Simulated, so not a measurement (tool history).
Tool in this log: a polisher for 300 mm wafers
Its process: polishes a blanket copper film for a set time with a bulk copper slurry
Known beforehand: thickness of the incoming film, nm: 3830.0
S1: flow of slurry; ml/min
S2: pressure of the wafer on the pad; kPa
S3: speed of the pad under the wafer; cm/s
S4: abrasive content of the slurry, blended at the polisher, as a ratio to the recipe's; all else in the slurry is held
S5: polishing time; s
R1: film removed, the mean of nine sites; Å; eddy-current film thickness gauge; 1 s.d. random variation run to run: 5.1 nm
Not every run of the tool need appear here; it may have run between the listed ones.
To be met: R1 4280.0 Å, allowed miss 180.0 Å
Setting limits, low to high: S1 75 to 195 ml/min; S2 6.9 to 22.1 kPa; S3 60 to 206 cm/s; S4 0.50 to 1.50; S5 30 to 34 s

{"run": 1, "day": 0.0, "S1": 125, "S2": 14.5, "S3": 132, "S4": 1.0, "S5": 34, "R1": 3036.0}
{"run": 2, "day": 0.367, "S1": 125, "S2": 14.5, "S3": 132, "S4": 1.0, "S5": 34, "R1": 3002.7}
{"run": 3, "day": 0.433, "S1": 100, "S2": 14.5, "S3": 132, "S4": 1.0, "S5": 34, "R1": 2842.9}
{"run": 4, "day": 0.696, "S1": 85, "S2": 14.5, "S3": 132, "S4": 1.0, "S5": 34, "R1": 2773.1}
{"run": 5, "day": 0.954, "S1": 85, "S2": 14.5, "S3": 132, "S4": 1.0, "S5": 30, "R1": 2402.0}
{"run": 6, "day": 0.988, "S1": 90, "S2": 15.2, "S3": 132, "S4": 1.0, "S5": 30, "R1": 2558.2}
{"run": 7, "day": 1.158, "S1": 95, "S2": 15.9, "S3": 132, "S4": 1.0, "S5": 30, "R1": 2688.0}
{"run": 8, "day": 1.388, "S1": 100, "S2": 16.5, "S3": 132, "S4": 1.0, "S5": 30, "R1": 2842.4}
{"run": 9, "day": 1.542, "S1": 125, "S2": 20.7, "S3": 136, "S4": 1.0, "S5": 30, "R1": 3791.5}
{"run": 10, "day": 1.842, "S1": 130, "S2": 20.7, "S3": 136, "S4": 1.0, "S5": 30, "R1": 3834.9}
{"run": 11, "day": 2.133, "S1": 130, "S2": 20.7, "S3": 136, "S4": 1.0, "S5": 30, "R1": 3893.2}
{"run": 12, "day": 2.354, "S1": 130, "S2": 20.7, "S3": 136, "S4": 1.0, "S5": 30, "R1": 3940.7}

Pick the move, out of 4, that brings all results within their allowed miss; only one does.
{"run": "A", "day": 2.575, "S1": 130, "S2": 22.1, "S3": 132, "S4": 0.85, "S5": 33, "R1": "?"}
{"run": "B", "day": 2.575, "S1": 125, "S2": 20.0, "S3": 156, "S4": 0.95, "S5": 33, "R1": "?"}
{"run": "C", "day": 2.575, "S1": 100, "S2": 20.0, "S3": 162, "S4": 0.85, "S5": 34, "R1": "?"}
{"run": "D", "day": 2.575, "S1": 195, "S2": 18.6, "S3": 152, "S4": 0.95, "S5": 33, "R1": "?"}

move=A R1=4257.2
move=B R1=4635.7
move=C R1=4582.9
move=D R1=4543.2
A: hits every target within its allowed miss
B: moves the result that the last run missed by most past its target, out the other side
C: moves the result that the last run missed by most past its target, out the other side
D: moves the result that the last run missed by most past its target, out the other side
Correct choice: A, which meets every target
